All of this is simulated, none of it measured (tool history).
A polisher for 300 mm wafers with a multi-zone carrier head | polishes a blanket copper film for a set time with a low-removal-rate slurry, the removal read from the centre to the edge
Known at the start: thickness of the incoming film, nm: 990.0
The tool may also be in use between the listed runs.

run  hour  flow of slurry (ml/min)  pressure of the head's centre zone  pressure of the head's middle zone  pressure of the head's edge zone  abrasive content of the slurry  polishing time (s)  film removed at the wafer's centre (Å)  film removed at mid-radius (Å)  film removed at the wafer's edge (Å)
  1   0.0                      200                                1.00                                1.00                              1.00                            1.00                  52                                 1074.80                         1077.00                               1117.80
  2   6.3                      200                                1.00                                1.00                              0.93                            1.00                  52                                 1066.10                         1060.60                               1075.00
  3  10.0                      190                                1.02                                0.96                              0.90                            0.85                  47                                  950.07                          897.14                                915.54
  4  14.8                      190                                1.02                                0.87                              0.90                            0.85                  47                                  955.15                          814.32                                911.36
  5  19.2                      190                                1.02                                0.87                              0.90                            0.95                  47                                  956.06                          838.35                                933.82
  6  23.0                      180                                1.02                                0.85                              0.88                            0.85                  44                                  868.62                          737.98                                832.89
  7  29.3                      170                                1.03                                0.84                              0.86                            0.75                  43                                  816.25                          685.81                                780.17
  8  33.6                      165                                1.05                                0.84                              0.85                            0.70                  42                                  789.88                          660.53                                745.08
  9  37.5                      160                                1.07                                0.83                              0.84                            0.65                  42                                  792.76                          628.53                                735.22
 10  40.6                      160                                1.08                                0.84                              0.83                            0.60                  41                                  766.53                          615.07                                681.54

Forecast run 11:
 11  42.2                      150                                1.08                                0.83                              0.82                            0.60                  41                                       ?                               ?                                     ?

film removed at the wafer's centre (Å): 727.61
film removed at mid-radius (Å): 599.37
film removed at the wafer's edge (Å): 681.44
